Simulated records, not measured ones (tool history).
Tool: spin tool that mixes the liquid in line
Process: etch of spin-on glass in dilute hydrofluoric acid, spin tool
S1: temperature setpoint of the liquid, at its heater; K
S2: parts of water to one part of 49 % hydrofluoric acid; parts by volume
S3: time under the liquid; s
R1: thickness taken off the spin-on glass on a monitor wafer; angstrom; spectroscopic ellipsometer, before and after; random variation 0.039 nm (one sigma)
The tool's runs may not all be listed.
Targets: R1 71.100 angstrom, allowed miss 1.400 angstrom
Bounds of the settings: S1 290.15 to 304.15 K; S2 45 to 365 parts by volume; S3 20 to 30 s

| run | hour | S1 | S2 | S3 | R1 |
|---|---|---|---|---|---|
| 1 | 0.0 | 296.15 | 205 | 30 | 59.286 |
| 2 | 5.6 | 297.65 | 205 | 30 | 63.111 |
| 3 | 10.9 | 298.65 | 205 | 30 | 65.007 |
| 4 | 15.9 | 298.65 | 255 | 30 | 49.835 |
| 5 | 21.4 | 298.65 | 285 | 30 | 43.087 |
| 6 | 23.7 | 298.65 | 330 | 30 | 35.379 |
| 7 | 28.4 | 300.15 | 300 | 30 | 42.193 |
| 8 | 35.9 | 301.15 | 280 | 30 | 47.582 |
| 9 | 41.2 | 302.15 | 260 | 30 | 54.403 |
| 10 | 42.7 | 302.65 | 250 | 30 | 58.755 |
| 11 | 45.1 | 303.15 | 240 | 30 | 62.855 |
| 12 | 52.0 | 303.15 | 240 | 30 | 62.985 |

Which of these 4 next moves meets every target?
| A | 58.9 | 304.15 | 160 | 20 | ? |
| B | 58.9 | 303.15 | 210 | 30 | ? |
| C | 58.9 | 304.15 | 215 | 30 | ? |
| D | 58.9 | 302.65 | 190 | 20 | ? |

| move | R1 |
|---|---|
| A | 71.246 |
| B | 73.821 |
| C | 74.147 |
| D | 54.781 |
A: meets every target
B: takes the result that was furthest off past its target
C: takes the result that was furthest off past its target
D: further off than the last run
Answer: A

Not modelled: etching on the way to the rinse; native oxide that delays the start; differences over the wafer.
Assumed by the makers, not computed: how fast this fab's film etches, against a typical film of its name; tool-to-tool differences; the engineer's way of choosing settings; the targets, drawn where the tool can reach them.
